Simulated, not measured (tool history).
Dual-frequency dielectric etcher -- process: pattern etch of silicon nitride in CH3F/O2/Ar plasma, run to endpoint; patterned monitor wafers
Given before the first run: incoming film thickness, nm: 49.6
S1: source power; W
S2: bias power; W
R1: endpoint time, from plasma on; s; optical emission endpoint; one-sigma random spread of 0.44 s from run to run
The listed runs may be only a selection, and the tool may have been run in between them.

run	hour	S1	S2	R1
1	0.0	490	62	76.054
2	5.5	520	63	73.596
3	9.2	460	63	76.005
4	12.6	490	66	74.979
5	16.1	530	68	72.671
6	22.8	560	70	70.486
7	29.2	580	71	69.978
8	32.2	600	72	67.486

For run 9, what comes out?
9	37.9	610	72	?

R1: 68.527 s
